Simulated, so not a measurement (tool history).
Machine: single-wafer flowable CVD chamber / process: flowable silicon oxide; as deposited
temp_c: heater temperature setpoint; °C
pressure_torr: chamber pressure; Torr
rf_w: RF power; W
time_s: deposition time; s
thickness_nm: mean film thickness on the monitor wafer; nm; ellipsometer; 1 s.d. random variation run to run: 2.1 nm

run,hour,temp_c,pressure_torr,rf_w,time_s,thickness_nm
1,0.0,100,0.760,1720,388,239.54
2,6.5,96,0.761,1720,388,273.46
3,12.9,96,0.761,1835,388,279.80
4,16.4,101,0.761,1835,388,231.55
5,24.5,97,0.762,1835,388,271.56
6,28.1,97,0.813,1835,388,288.55

Predict the results of run 7:
7,30.4,88,0.815,1835,388,?

thickness_nm: 396.78 nm
